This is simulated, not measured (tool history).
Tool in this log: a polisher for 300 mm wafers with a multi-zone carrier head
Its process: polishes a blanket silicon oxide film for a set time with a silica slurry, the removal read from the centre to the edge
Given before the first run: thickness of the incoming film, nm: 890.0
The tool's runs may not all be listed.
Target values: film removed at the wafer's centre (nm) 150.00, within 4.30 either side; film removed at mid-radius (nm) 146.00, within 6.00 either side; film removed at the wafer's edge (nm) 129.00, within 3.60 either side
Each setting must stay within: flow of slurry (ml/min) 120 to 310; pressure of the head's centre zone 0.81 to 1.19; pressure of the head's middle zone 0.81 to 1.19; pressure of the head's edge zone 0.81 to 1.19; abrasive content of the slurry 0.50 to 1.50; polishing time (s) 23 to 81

| run | hour | flow of slurry (ml/min) | pressure of the head's centre zone | pressure of the head's middle zone | pressure of the head's edge zone | abrasive content of the slurry | polishing time (s) | film removed at the wafer's centre (nm) | film removed at mid-radius (nm) | film removed at the wafer's edge (nm) |
|---|---|---|---|---|---|---|---|---|---|---|
| 1 | 0.0 | 200 | 1.00 | 1.00 | 1.00 | 1.00 | 52 | 169.20 | 165.96 | 172.27 |
| 2 | 8.7 | 175 | 1.00 | 1.00 | 1.00 | 1.00 | 52 | 165.16 | 166.75 | 170.69 |
| 3 | 15.0 | 180 | 1.02 | 1.02 | 0.95 | 0.90 | 52 | 166.12 | 162.99 | 163.02 |
| 4 | 18.1 | 180 | 1.02 | 1.02 | 0.95 | 0.70 | 52 | 153.97 | 151.30 | 149.16 |
| 5 | 25.1 | 180 | 1.03 | 1.04 | 0.92 | 0.65 | 52 | 150.90 | 153.06 | 147.15 |
| 6 | 31.4 | 180 | 1.03 | 1.04 | 0.92 | 0.65 | 42 | 120.88 | 121.07 | 115.86 |
| 7 | 40.4 | 195 | 1.06 | 1.07 | 0.93 | 0.70 | 42 | 129.15 | 132.34 | 123.49 |
| 8 | 41.6 | 215 | 1.09 | 1.07 | 0.91 | 0.70 | 42 | 136.94 | 131.66 | 122.90 |
| 9 | 44.0 | 215 | 1.09 | 1.07 | 0.91 | 0.70 | 42 | 136.74 | 130.80 | 121.13 |

Exactly one of the 5 candidate moves below puts every result within its allowed miss. Which one?
| A | 46.4 | 205 | 0.91 | 1.19 | 0.89 | 0.85 | 41 | ? | ? | ? |
| B | 46.4 | 200 | 1.05 | 1.14 | 0.94 | 0.60 | 40 | ? | ? | ? |
| C | 46.4 | 160 | 0.95 | 1.12 | 1.11 | 1.00 | 40 | ? | ? | ? |
| D | 46.4 | 270 | 1.12 | 1.10 | 0.89 | 0.70 | 44 | ? | ? | ? |
| E | 46.4 | 210 | 1.04 | 1.19 | 0.85 | 0.55 | 44 | ? | ? | ? |

| move | film removed at the wafer's centre (nm) | film removed at mid-radius (nm) | film removed at the wafer's edge (nm) |
|---|---|---|---|
| A | 119.25 | 149.19 | 125.09 |
| B | 120.28 | 126.11 | 112.58 |
| C | 121.15 | 138.72 | 137.09 |
| D | 154.06 | 146.43 | 130.41 |
| E | 129.02 | 141.51 | 116.35 |
A: misses by more than the last run did
B: misses by more than the last run did
C: misses by more than the last run did
D: hits every target within its allowed miss
E: misses by more than the last run did
The right move is D.

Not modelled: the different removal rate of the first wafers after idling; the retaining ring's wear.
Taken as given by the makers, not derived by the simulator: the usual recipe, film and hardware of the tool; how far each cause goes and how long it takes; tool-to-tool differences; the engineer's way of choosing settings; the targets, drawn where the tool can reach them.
